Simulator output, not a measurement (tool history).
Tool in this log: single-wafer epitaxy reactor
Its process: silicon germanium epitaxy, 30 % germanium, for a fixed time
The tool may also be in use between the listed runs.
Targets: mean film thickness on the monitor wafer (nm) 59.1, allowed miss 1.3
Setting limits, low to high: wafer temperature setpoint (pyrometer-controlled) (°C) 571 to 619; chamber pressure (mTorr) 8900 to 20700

run,hour,wafer temperature setpoint (pyrometer-controlled) (°C),chamber pressure (mTorr),mean film thickness on the monitor wafer (nm)
1,0,595,14800,47.854
2,2.6,598,14800,51.423
3,7.6,599,14800,51.826
4,10.4,601,14800,54.138
5,16.8,602,14800,55.5
6,18.8,592,14800,45.163
7,25.7,595,14800,48.001
8,33.6,597,14800,49.977
9,35.5,599,14800,51.997
10,43.7,599,14800,52.985
11,51.3,600,14800,53.058
12,57.3,607,14900,61.773
13,64,606,14900,60.258

Of the 4 settings listed for the next run, only one would bring every result within its allowed miss of target. Which one?
A,70.7,606,15200,?
B,70.7,607,15800,?
C,70.7,600,18800,?
D,70.7,611,12400,?

move,mean film thickness on the monitor wafer (nm)
A,61.01
B,63.403
C,59.439
D,61.302
A: further off than the last run
B: further off than the last run
C: hits every target within its allowed miss
D: further off than the last run
Go with C: it meets all targets.

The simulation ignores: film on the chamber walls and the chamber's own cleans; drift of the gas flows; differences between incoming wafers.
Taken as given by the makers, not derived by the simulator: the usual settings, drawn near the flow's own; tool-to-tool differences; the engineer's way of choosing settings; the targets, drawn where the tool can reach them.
